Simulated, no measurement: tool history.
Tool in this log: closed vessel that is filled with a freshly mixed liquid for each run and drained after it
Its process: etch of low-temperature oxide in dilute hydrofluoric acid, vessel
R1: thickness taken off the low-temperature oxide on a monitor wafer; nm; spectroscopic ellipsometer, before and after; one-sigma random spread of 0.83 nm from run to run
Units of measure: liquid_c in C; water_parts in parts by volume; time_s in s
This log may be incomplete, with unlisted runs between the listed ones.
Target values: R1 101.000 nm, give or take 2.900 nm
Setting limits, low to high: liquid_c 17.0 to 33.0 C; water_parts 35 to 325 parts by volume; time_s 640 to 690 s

{"run": 1, "hour": 0.0, "liquid_c": 25.0, "water_parts": 180, "time_s": 640, "R1": 59.971}
{"run": 2, "hour": 4.0, "liquid_c": 25.0, "water_parts": 180, "time_s": 690, "R1": 64.405}
{"run": 3, "hour": 12.9, "liquid_c": 27.5, "water_parts": 170, "time_s": 690, "R1": 76.677}
{"run": 4, "hour": 20.6, "liquid_c": 27.5, "water_parts": 125, "time_s": 690, "R1": 109.25}
{"run": 5, "hour": 26.4, "liquid_c": 27.5, "water_parts": 165, "time_s": 690, "R1": 77.136}
{"run": 6, "hour": 31.8, "liquid_c": 29.0, "water_parts": 155, "time_s": 690, "R1": 89.786}
{"run": 7, "hour": 37.1, "liquid_c": 30.0, "water_parts": 155, "time_s": 690, "R1": 91.57}
{"run": 8, "hour": 44.0, "liquid_c": 30.0, "water_parts": 155, "time_s": 690, "R1": 92.64}
{"run": 9, "hour": 49.2, "liquid_c": 31.0, "water_parts": 155, "time_s": 690, "R1": 97.631}
{"run": 10, "hour": 54.3, "liquid_c": 31.5, "water_parts": 155, "time_s": 690, "R1": 98.875}

Below are 5 possible settings for the next run. Only one of them brings all results inside the allowed miss of their targets. Which is it?
{"run": "A", "hour": 59.4, "liquid_c": 28.0, "water_parts": 135, "time_s": 690, "R1": "?"}
{"run": "B", "hour": 59.4, "liquid_c": 33.0, "water_parts": 170, "time_s": 690, "R1": "?"}
{"run": "C", "hour": 59.4, "liquid_c": 30.0, "water_parts": 155, "time_s": 690, "R1": "?"}
{"run": "D", "hour": 59.4, "liquid_c": 33.0, "water_parts": 160, "time_s": 660, "R1": "?"}
{"run": "E", "hour": 59.4, "liquid_c": 27.5, "water_parts": 140, "time_s": 670, "R1": "?"}

move=A R1=100.430
move=B R1=91.023
move=C R1=91.688
move=D R1=93.784
move=E R1=91.718
A: in spec on every target
B: lands further from the targets than the last run did
C: lands further from the targets than the last run did
D: lands further from the targets than the last run did
E: lands further from the targets than the last run did
Move A is the one to make.
